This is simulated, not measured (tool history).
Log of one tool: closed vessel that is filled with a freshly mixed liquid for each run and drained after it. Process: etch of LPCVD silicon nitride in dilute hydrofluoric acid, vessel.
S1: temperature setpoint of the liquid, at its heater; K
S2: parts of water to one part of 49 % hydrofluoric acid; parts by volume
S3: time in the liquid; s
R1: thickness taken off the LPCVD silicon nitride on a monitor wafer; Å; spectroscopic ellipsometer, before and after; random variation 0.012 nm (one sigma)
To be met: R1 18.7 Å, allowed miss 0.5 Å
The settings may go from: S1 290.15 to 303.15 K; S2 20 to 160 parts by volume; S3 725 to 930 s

run	hour	S1	S2	S3	R1
1	0	295.15	90	930	32.37
2	6	293.65	95	930	27.716
3	6.8	292.65	100	930	24.542
4	12.8	292.15	105	930	22.606
5	16.5	292.15	105	930	22.658
6	23.2	292.15	75	930	31.335
7	24.9	291.65	85	925	26.591
8	32.3	291.15	90	925	24.448
9	35.6	290.65	95	925	22.457
10	38.8	290.65	100	925	20.965

Which of these 4 next moves meets every target?
A	42	291.15	100	930	?
B	42	291.15	100	785	?
C	42	290.15	75	890	?
D	42	290.15	80	820	?

move	R1
A	22.04
B	18.604
C	25.934
D	22.451
A: further off than the last run
B: meets every target
C: further off than the last run
D: further off than the last run
Answer: B
